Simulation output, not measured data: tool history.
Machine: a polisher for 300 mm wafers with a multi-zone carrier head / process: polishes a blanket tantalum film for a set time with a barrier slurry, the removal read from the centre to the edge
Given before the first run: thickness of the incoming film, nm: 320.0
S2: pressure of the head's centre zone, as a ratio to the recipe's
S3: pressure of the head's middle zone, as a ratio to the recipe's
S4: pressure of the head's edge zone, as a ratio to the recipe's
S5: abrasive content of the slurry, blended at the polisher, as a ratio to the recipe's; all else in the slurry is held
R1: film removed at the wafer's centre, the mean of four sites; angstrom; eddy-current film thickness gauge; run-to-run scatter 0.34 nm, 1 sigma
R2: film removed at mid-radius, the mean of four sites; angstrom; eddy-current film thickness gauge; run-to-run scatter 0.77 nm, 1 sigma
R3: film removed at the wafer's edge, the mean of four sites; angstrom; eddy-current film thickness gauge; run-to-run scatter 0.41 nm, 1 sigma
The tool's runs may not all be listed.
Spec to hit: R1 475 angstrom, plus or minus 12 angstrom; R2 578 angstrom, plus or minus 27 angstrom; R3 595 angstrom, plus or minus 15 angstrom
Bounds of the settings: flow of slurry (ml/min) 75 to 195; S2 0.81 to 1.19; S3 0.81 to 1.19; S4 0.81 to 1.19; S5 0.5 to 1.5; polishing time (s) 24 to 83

Run 1, hour 0: flow of slurry (ml/min) 125, S2 1, S3 1, S4 1, S5 1, polishing time (s) 53. Result: R1 974.97 angstrom, R2 964.62 angstrom, R3 994.9 angstrom.
Run 2, hour 1.6: flow of slurry (ml/min) 125, S2 1, S3 1.08, S4 1, S5 1, polishing time (s) 53. Result: R1 986.01 angstrom, R2 1063.3 angstrom, R3 997.76 angstrom.
Run 3, hour 10.4: flow of slurry (ml/min) 125, S2 1, S3 1.12, S4 1, S5 1, polishing time (s) 53. Result: R1 983.55 angstrom, R2 1085.6 angstrom, R3 999.74 angstrom.
Run 4, hour 14.8: flow of slurry (ml/min) 110, S2 0.95, S3 1.08, S4 0.99, S5 0.85, polishing time (s) 49. Result: R1 800.09 angstrom, R2 928.08 angstrom, R3 854.82 angstrom.
Run 5, hour 20.4: flow of slurry (ml/min) 100, S2 0.91, S3 1.03, S4 0.99, S5 0.75, polishing time (s) 46. Result: R1 688.78 angstrom, R2 786.69 angstrom, R3 767.41 angstrom.
Run 6, hour 26.9: flow of slurry (ml/min) 100, S2 0.91, S3 1.03, S4 0.91, S5 0.75, polishing time (s) 46. Result: R1 669.81 angstrom, R2 751.05 angstrom, R3 737.99 angstrom.
Run 7, hour 30.4: flow of slurry (ml/min) 95, S2 0.88, S3 1.01, S4 0.92, S5 0.7, polishing time (s) 44. Result: R1 607.36 angstrom, R2 712.76 angstrom, R3 684.64 angstrom.
Run 8, hour 38.5: flow of slurry (ml/min) 90, S2 0.86, S3 0.98, S4 0.95, S5 0.65, polishing time (s) 43. Result: R1 559.81 angstrom, R2 647.18 angstrom, R3 659.03 angstrom.
Run 9, hour 46.6: flow of slurry (ml/min) 85, S2 0.85, S3 0.98, S4 0.95, S5 0.6, polishing time (s) 43. Result: R1 534.83 angstrom, R2 627.9 angstrom, R3 637.22 angstrom.
Run 10, hour 51.5: flow of slurry (ml/min) 80, S2 0.84, S3 0.98, S4 0.95, S5 0.55, polishing time (s) 43. Result: R1 497.86 angstrom, R2 604.23 angstrom, R3 605.56 angstrom.
Run 11, hour 53.4: flow of slurry (ml/min) 80, S2 0.83, S3 0.97, S4 0.95, S5 0.55, polishing time (s) 43. Result: R1 485.28 angstrom, R2 590.94 angstrom, R3 614.62 angstrom.
Run 12, hour 55.6: flow of slurry (ml/min) 80, S2 0.83, S3 0.97, S4 0.94, S5 0.55, polishing time (s) 43. Result: R1 489.75 angstrom, R2 584.72 angstrom, R3 608.73 angstrom.
Run 13, hour 64.6: flow of slurry (ml/min) 80, S2 0.83, S3 0.97, S4 0.93, S5 0.55, polishing time (s) 43. Result: R1 496.61 angstrom, R2 587.15 angstrom, R3 603.48 angstrom.

Consider the 5 candidate settings below. Which is the only one whose results all fall within their allowed miss of target?
Run A, hour 73.6: flow of slurry (ml/min) 85, S2 0.85, S3 1.01, S4 1.02, S5 0.6, polishing time (s) 39. Result: R1 ?, R2 ?, R3 ?.
Run B, hour 73.6: flow of slurry (ml/min) 75, S2 0.85, S3 1.03, S4 1, S5 0.6, polishing time (s) 43. Result: R1 ?, R2 ?, R3 ?.
Run C, hour 73.6: flow of slurry (ml/min) 115, S2 0.83, S3 1.02, S4 1.02, S5 0.5, polishing time (s) 41. Result: R1 ?, R2 ?, R3 ?.
Run D, hour 73.6: flow of slurry (ml/min) 95, S2 0.87, S3 0.97, S4 0.83, S5 0.65, polishing time (s) 41. Result: R1 ?, R2 ?, R3 ?.
Run E, hour 73.6: flow of slurry (ml/min) 75, S2 0.81, S3 1.07, S4 1.02, S5 0.55, polishing time (s) 43. Result: R1 ?, R2 ?, R3 ?.

move      R1      R2      R3
   A   484.1  585.56   596.6
   B  513.94  635.47  637.81
   C  504.39  623.47   615.9
   D   552.1  628.03  598.29
   E  475.03  636.89  624.19
A: hits every target within its allowed miss
B: further off than the last run
C: further off than the last run
D: further off than the last run
E: meets the target for the result that was furthest off, but another lies outside its allowed miss
Move A is the one to make.
